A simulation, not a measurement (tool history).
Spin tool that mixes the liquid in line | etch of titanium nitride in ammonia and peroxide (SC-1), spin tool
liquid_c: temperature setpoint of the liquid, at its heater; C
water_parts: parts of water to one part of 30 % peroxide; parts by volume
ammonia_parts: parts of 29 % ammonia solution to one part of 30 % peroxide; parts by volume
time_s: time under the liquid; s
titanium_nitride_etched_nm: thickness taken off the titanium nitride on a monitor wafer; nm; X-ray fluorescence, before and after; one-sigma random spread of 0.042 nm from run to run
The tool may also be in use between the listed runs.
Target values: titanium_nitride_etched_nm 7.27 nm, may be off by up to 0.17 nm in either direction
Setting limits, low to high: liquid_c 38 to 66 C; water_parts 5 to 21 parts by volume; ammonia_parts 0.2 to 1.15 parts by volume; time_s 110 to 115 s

run  hour  liquid_c  water_parts  ammonia_parts  time_s  titanium_nitride_etched_nm
  1     0        50         11.5           0.65     110                      10.229
  2   5.9      49.5         11.5           0.65     110                      9.8314
  3   7.3        49         11.5           0.65     110                      9.5071
  4  10.1        49           13           0.65     110                      8.9077
  5  14.2        49           13           0.65     110                      8.9125
  6  20.6      48.5           13           0.65     110                      8.5967
  7    27        48           13           0.65     110                      8.3533
  8  28.3      47.5           13           0.65     110                      8.0483
  9  30.8      46.5           13           0.65     110                      7.4471

Exactly one of the 4 candidate moves below puts every result within its allowed miss. Which one?
  A  33.3      44.5            9            0.7     110                           ?
  B  33.3      49.5         14.5           0.25     110                           ?
  C  33.3      47.5           15            0.8     110                           ?
  D  33.3      46.5         13.5            0.9     110                           ?

move  titanium_nitride_etched_nm
   A                       7.829
   B                      7.2703
   C                      7.6412
   D                      7.6641
A: misses by more than the last run did
B: every result within its allowed miss
C: misses by more than the last run did
D: misses by more than the last run did
So the answer is move B, the one that meets all the targets.
